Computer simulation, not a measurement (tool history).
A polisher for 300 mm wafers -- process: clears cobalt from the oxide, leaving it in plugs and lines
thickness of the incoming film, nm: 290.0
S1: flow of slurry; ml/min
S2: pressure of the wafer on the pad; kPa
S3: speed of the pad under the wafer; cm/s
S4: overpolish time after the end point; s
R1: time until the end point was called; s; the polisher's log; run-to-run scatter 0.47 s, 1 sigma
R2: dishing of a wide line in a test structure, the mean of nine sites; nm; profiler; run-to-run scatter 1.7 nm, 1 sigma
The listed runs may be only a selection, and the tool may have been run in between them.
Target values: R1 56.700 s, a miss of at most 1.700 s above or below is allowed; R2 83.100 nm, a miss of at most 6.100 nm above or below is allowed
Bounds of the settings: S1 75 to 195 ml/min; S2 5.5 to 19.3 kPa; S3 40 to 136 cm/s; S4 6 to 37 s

{"run": 1, "hour": 0.0, "S1": 125, "S2": 12.4, "S3": 88, "S4": 19, "R1": 75.684, "R2": 57.428}
{"run": 2, "hour": 5.4, "S1": 130, "S2": 13.1, "S3": 88, "S4": 20, "R1": 72.398, "R2": 58.875}
{"run": 3, "hour": 11.4, "S1": 140, "S2": 13.1, "S3": 88, "S4": 20, "R1": 71.257, "R2": 60.651}
{"run": 4, "hour": 18.8, "S1": 140, "S2": 13.1, "S3": 88, "S4": 21, "R1": 72.262, "R2": 62.918}
{"hour": 22.7, "done": "slurry nozzle cleaned"}
{"run": 5, "hour": 22.7, "S1": 140, "S2": 13.8, "S3": 88, "S4": 22, "R1": 66.193, "R2": 64.308}
{"run": 6, "hour": 27.0, "S1": 140, "S2": 13.8, "S3": 88, "S4": 23, "R1": 66.897, "R2": 68.274}
{"run": 7, "hour": 29.2, "S1": 145, "S2": 14.5, "S3": 88, "S4": 25, "R1": 63.668, "R2": 74.538}
{"run": 8, "hour": 34.5, "S1": 150, "S2": 15.2, "S3": 88, "S4": 26, "R1": 60.341, "R2": 75.334}
{"run": 9, "hour": 36.4, "S1": 155, "S2": 15.9, "S3": 88, "S4": 28, "R1": 57.742, "R2": 78.945}
{"run": 10, "hour": 40.1, "S1": 160, "S2": 15.9, "S3": 88, "S4": 30, "R1": 58.957, "R2": 79.057}
{"run": 11, "hour": 40.9, "S1": 160, "S2": 15.9, "S3": 88, "S4": 31, "R1": 58.433, "R2": 83.907}
{"run": 12, "hour": 42.6, "S1": 160, "S2": 15.9, "S3": 88, "S4": 30, "R1": 58.278, "R2": 85.511}

Below are 5 possible settings for the next run. Only one of them brings all results inside the allowed miss of their targets. Which is it?
{"run": "A", "hour": 44.3, "S1": 140, "S2": 16.5, "S3": 84, "S4": 34, "R1": "?", "R2": "?"}
{"run": "B", "hour": 44.3, "S1": 170, "S2": 16.5, "S3": 82, "S4": 34, "R1": "?", "R2": "?"}
{"run": "C", "hour": 44.3, "S1": 165, "S2": 16.5, "S3": 88, "S4": 30, "R1": "?", "R2": "?"}
{"run": "D", "hour": 44.3, "S1": 145, "S2": 12.4, "S3": 104, "S4": 29, "R1": "?", "R2": "?"}
{"run": "E", "hour": 44.3, "S1": 145, "S2": 15.9, "S3": 86, "S4": 30, "R1": "?", "R2": "?"}

move=A R1=59.358 R2=83.679
move=B R1=59.295 R2=83.730
move=C R1=55.575 R2=81.889
move=D R1=60.648 R2=78.124
move=E R1=59.835 R2=79.643
A: further off than the last run
B: further off than the last run
C: every result within its allowed miss
D: further off than the last run
E: further off than the last run
The right move is C.
